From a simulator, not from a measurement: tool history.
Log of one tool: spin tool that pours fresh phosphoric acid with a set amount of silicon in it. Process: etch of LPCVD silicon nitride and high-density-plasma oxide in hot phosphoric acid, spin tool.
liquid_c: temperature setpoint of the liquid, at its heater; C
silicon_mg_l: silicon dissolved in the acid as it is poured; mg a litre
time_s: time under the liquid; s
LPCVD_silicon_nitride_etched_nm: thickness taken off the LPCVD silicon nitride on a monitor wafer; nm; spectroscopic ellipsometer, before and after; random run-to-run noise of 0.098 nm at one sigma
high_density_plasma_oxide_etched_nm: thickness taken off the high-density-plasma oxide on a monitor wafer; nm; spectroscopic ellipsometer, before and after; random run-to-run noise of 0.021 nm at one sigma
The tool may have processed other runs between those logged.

| run | hour | liquid_c | silicon_mg_l | time_s | LPCVD_silicon_nitride_etched_nm | high_density_plasma_oxide_etched_nm |
|---|---|---|---|---|---|---|
| 1 | 0.0 | 161.0 | 21.0 | 120 | 11.211 | 0.20251 |
| 2 | 3.7 | 160.5 | 21.5 | 120 | 11.212 | 0.21271 |
| 3 | 5.8 | 160.5 | 23.0 | 120 | 11.155 | 0.22635 |
| 4 | 11.6 | 160.5 | 32.5 | 120 | 11.127 | 0.10436 |
| 5 | 13.9 | 160.0 | 31.5 | 120 | 10.921 | 0.16021 |
| 6 | 18.5 | 160.0 | 32.5 | 120 | 10.685 | 0.13380 |
| 7 | 20.2 | 159.0 | 33.0 | 120 | 10.655 | 0.08530 |
| 8 | 26.8 | 159.0 | 31.5 | 120 | 10.548 | 0.13022 |

Forecast run 9:
| 9 | 33.5 | 159.0 | 31.0 | 120 | ? | ? |

{"run 9": {"LPCVD_silicon_nitride_etched_nm": 10.654, "high_density_plasma_oxide_etched_nm": 0.12249}}
